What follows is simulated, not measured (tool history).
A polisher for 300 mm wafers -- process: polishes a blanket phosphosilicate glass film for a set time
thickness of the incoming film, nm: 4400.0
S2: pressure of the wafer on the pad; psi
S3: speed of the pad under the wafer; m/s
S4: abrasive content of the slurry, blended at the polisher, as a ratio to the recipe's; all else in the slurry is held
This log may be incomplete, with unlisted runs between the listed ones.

run 1 day=0.000 | flow_of_slurry_(ml/min)=120 S2=2.9 S3=0.82 S4=1.0 polishing_time_(s)=90 | film_removed_(angstrom)=6483.8
run 2 day=0.275 | flow_of_slurry_(ml/min)=120 S2=2.9 S3=0.82 S4=1.0 polishing_time_(s)=90 | film_removed_(angstrom)=6626.0
run 3 day=0.562 | flow_of_slurry_(ml/min)=140 S2=2.9 S3=0.82 S4=1.0 polishing_time_(s)=90 | film_removed_(angstrom)=6825.4
run 4 day=0.788 | flow_of_slurry_(ml/min)=130 S2=2.8 S3=0.82 S4=1.0 polishing_time_(s)=90 | film_removed_(angstrom)=6499.3
run 5 day=1.000 | flow_of_slurry_(ml/min)=155 S2=2.8 S3=0.82 S4=1.0 polishing_time_(s)=90 | film_removed_(angstrom)=6695.9
run 6 day=1.358 | flow_of_slurry_(ml/min)=135 S2=2.8 S3=0.82 S4=1.0 polishing_time_(s)=90 | film_removed_(angstrom)=6503.6
run 7 day=1.417 | flow_of_slurry_(ml/min)=125 S2=2.7 S3=0.82 S4=1.0 polishing_time_(s)=90 | film_removed_(angstrom)=6192.9
run 8 day=1.712 | flow_of_slurry_(ml/min)=95 S2=2.0 S3=0.82 S4=1.0 polishing_time_(s)=90 | film_removed_(angstrom)=4508.2

What will run 9 give?
run 9 day=1.788 | flow_of_slurry_(ml/min)=100 S2=2.0 S3=0.82 S4=1.0 polishing_time_(s)=90 | film_removed_(angstrom)=?

film removed (angstrom): 4563.7
